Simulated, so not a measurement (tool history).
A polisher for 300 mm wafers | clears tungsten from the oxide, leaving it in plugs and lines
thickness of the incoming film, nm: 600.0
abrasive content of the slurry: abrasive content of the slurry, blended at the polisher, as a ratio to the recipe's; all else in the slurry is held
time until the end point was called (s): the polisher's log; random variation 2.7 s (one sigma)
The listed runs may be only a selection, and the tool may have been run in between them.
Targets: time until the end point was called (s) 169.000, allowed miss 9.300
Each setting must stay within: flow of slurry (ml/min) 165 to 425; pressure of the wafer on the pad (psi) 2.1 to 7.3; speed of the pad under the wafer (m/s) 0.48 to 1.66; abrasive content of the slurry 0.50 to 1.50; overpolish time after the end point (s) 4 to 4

| run | day | flow of slurry (ml/min) | pressure of the wafer on the pad (psi) | speed of the pad under the wafer (m/s) | abrasive content of the slurry | overpolish time after the end point (s) | time until the end point was called (s) |
|---|---|---|---|---|---|---|---|
| 1 | 0.000 | 275 | 4.7 | 1.06 | 1.00 | 4 | 97.005 |
| 2 | 0.288 | 275 | 4.7 | 0.80 | 1.00 | 4 | 116.900 |
| 3 | 0.662 | 275 | 4.5 | 0.80 | 1.00 | 4 | 123.310 |
| 4 | 0.883 | 275 | 4.4 | 0.80 | 1.00 | 4 | 127.030 |
| 5 | 1.050 | 275 | 4.4 | 0.80 | 1.00 | 4 | 127.220 |
| 6 | 1.392 | 275 | 4.3 | 0.80 | 1.00 | 4 | 128.260 |
| 7 | 1.458 | 275 | 4.2 | 0.80 | 1.00 | 4 | 134.000 |
| 8 | 1.825 | 275 | 3.1 | 0.78 | 1.00 | 4 | 182.670 |

Consider the 5 candidate settings below. Which is the only one whose results all fall within their allowed miss of target?
| A | 2.192 | 260 | 3.1 | 0.74 | 1.00 | 4 | ? |
| B | 2.192 | 245 | 2.3 | 1.28 | 1.00 | 4 | ? |
| C | 2.192 | 235 | 3.7 | 0.48 | 1.30 | 4 | ? |
| D | 2.192 | 215 | 2.8 | 0.84 | 1.20 | 4 | ? |
| E | 2.192 | 260 | 3.2 | 0.70 | 0.95 | 4 | ? |

| move | time until the end point was called (s) |
|---|---|
| A | 184.750 |
| B | 164.860 |
| C | 195.340 |
| D | 182.740 |
| E | 188.110 |
A: lands further from the targets than the last run did
B: every result lands within tolerance
C: lands further from the targets than the last run did
D: about the same distance from the targets as the last run
E: lands further from the targets than the last run did
Correct choice: B, which meets every target

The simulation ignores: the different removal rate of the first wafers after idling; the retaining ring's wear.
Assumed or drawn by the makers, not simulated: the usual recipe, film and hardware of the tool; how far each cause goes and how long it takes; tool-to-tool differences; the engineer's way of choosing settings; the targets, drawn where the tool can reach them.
